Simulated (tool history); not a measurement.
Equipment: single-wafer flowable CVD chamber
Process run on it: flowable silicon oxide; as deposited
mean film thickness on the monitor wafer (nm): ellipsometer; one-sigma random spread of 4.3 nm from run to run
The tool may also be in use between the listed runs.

| run | hour | heater temperature setpoint (deg C) | chamber pressure (Torr) | RF power (kW) | deposition time (s) | mean film thickness on the monitor wafer (nm) |
|---|---|---|---|---|---|---|
| 1 | 0.0 | 105 | 1.02 | 2.545 | 892 | 639.30 |
| 2 | 3.6 | 105 | 1.02 | 2.205 | 892 | 619.22 |
| 3 | 9.1 | 105 | 1.02 | 1.875 | 892 | 595.48 |
| 4 | 14.7 | 105 | 1.02 | 1.730 | 892 | 579.45 |
| 5 | 21.6 | 105 | 1.08 | 1.730 | 892 | 610.43 |
| 6 | 23.6 | 105 | 1.08 | 1.730 | 919 | 639.89 |
| 7 | 27.3 | 104 | 1.08 | 1.730 | 919 | 655.14 |

Predict the results of run 8:
| 8 | 29.3 | 103 | 1.08 | 1.730 | 919 | ? |

mean film thickness on the monitor wafer (nm): 689.89
